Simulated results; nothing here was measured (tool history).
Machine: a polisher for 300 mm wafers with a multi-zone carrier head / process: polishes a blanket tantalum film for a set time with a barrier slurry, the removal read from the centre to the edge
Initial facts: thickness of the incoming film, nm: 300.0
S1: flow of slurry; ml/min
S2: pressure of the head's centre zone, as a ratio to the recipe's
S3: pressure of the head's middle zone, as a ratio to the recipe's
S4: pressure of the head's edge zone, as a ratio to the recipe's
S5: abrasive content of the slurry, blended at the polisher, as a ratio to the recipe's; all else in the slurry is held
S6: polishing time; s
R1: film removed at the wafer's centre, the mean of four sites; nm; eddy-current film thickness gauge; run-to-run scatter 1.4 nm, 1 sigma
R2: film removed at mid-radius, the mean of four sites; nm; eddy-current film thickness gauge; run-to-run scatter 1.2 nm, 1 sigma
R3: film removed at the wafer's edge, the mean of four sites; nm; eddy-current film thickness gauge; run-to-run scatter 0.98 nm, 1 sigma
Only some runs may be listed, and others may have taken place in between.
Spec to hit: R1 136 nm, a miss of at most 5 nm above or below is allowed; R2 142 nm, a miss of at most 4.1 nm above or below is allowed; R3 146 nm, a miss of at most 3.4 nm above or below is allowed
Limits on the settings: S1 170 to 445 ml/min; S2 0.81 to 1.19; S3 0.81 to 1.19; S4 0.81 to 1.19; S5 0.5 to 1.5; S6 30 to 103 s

run 1 hour=0 | S1=285 S2=1 S3=1 S4=1 S5=1 S6=66 | R1=93.891 R2=89.529 R3=93.256
run 2 hour=3.2 | S1=290 S2=1 S3=1.03 S4=1.04 S5=1.15 S6=70 | R1=105.14 R2=101.48 R3=103.81
run 3 hour=4.6 | S1=290 S2=0.98 S3=1.04 S4=1.07 S5=1.25 S6=74 | R1=110.43 R2=111.06 R3=112.74
run 4 hour=7.1 | S1=290 S2=0.98 S3=1.04 S4=1.03 S5=1.25 S6=74 | R1=111.7 R2=111.96 R3=111.66
run 5 hour=9 | S1=295 S2=0.97 S3=1.04 S4=1.06 S5=1.3 S6=77 | R1=115.92 R2=115.28 R3=118.31
run 6 hour=15.9 | S1=355 S2=0.97 S3=1.04 S4=1.06 S5=1.3 S6=77 | R1=118.42 R2=118.7 R3=120.8
run 7 hour=16.5 | S1=385 S2=0.98 S3=1.1 S4=1.16 S5=1.5 S6=82 | R1=135.02 R2=135 R3=138.63
run 8 hour=19.7 | S1=385 S2=0.97 S3=1.1 S4=1.17 S5=1.5 S6=83 | R1=133.93 R2=137.8 R3=140.45
run 9 hour=27.7 | S1=385 S2=0.97 S3=1.1 S4=1.18 S5=1.5 S6=84 | R1=134.44 R2=138.76 R3=142.5

Pick the move, out of 4, that brings all results within their allowed miss; only one does.
run A hour=35.7 | S1=365 S2=1.04 S3=1.13 S4=1.15 S5=1.5 S6=80 | R1=? R2=? R3=?
run B hour=35.7 | S1=445 S2=1 S3=1.17 S4=1.11 S5=1.5 S6=79 | R1=? R2=? R3=?
run C hour=35.7 | S1=320 S2=0.88 S3=1.09 S4=1.19 S5=1.1 S6=92 | R1=? R2=? R3=?
run D hour=35.7 | S1=395 S2=0.96 S3=1.11 S4=1.19 S5=1.45 S6=87 | R1=? R2=? R3=?

move=A R1=137.09 R2=132.41 R3=132.58
move=B R1=133.15 R2=135.78 R3=130.6
move=C R1=124.93 R2=135.88 R3=141.47
move=D R1=139.26 R2=142.22 R3=145.76
A: moves away from the targets compared with the last run
B: moves away from the targets compared with the last run
C: moves away from the targets compared with the last run
D: meets every target
Correct choice: D, which meets every target
